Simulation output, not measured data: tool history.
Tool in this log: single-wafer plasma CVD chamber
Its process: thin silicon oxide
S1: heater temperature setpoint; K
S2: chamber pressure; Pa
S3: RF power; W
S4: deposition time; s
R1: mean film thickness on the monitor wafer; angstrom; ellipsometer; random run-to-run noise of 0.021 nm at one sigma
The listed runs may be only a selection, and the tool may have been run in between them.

{"run": 1, "hour": 0.0, "S1": 683.15, "S2": 71.5, "S3": 290, "S4": 9.89, "R1": 115.72}
{"run": 2, "hour": 2.7, "S1": 683.15, "S2": 67.9, "S3": 290, "S4": 9.89, "R1": 110.28}
{"run": 3, "hour": 9.5, "S1": 683.15, "S2": 80, "S3": 290, "S4": 9.89, "R1": 129.04}
{"run": 4, "hour": 12.6, "S1": 683.15, "S2": 80, "S3": 270, "S4": 9.89, "R1": 124.41}
{"run": 5, "hour": 21.3, "S1": 683.15, "S2": 91.1, "S3": 270, "S4": 9.89, "R1": 141.55}
{"run": 6, "hour": 24.7, "S1": 683.15, "S2": 81.3, "S3": 270, "S4": 9.89, "R1": 127.04}
{"run": 7, "hour": 31.8, "S1": 683.15, "S2": 74.5, "S3": 270, "S4": 9.89, "R1": 117.1}

Run 8 comes next. What will it give?
{"run": 8, "hour": 35.1, "S1": 683.15, "S2": 69.6, "S3": 270, "S4": 9.89, "R1": "?"}

Run 8 produced R1 108.98 angstrom.
